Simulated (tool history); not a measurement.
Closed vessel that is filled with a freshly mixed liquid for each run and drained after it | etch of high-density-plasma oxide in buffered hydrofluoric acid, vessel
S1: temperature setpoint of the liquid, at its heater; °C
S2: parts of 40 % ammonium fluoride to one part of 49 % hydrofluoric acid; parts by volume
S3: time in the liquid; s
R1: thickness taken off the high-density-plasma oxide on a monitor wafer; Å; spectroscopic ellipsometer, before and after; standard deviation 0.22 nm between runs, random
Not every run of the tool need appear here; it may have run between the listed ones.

Run 1, day 0: S1 21 °C, S2 12 parts by volume, S3 30 s. Result: R1 314.48 Å.
Run 2, day 0.333: S1 21 °C, S2 10.5 parts by volume, S3 30 s. Result: R1 358.09 Å.
Run 3, day 0.717: S1 20.5 °C, S2 11 parts by volume, S3 30 s. Result: R1 324.28 Å.
Run 4, day 1.012: S1 20 °C, S2 11.5 parts by volume, S3 30 s. Result: R1 303.98 Å.
Run 5, day 1.125: S1 20 °C, S2 11.5 parts by volume, S3 30 s. Result: R1 305.05 Å.
Run 6, day 1.471: S1 20 °C, S2 11.5 parts by volume, S3 30 s. Result: R1 305.24 Å.

What does the tool deliver on the next run?
Run 7, day 1.629: S1 19.5 °C, S2 12 parts by volume, S3 30 s. Result: R1 ?.

R1: 289.47 Å
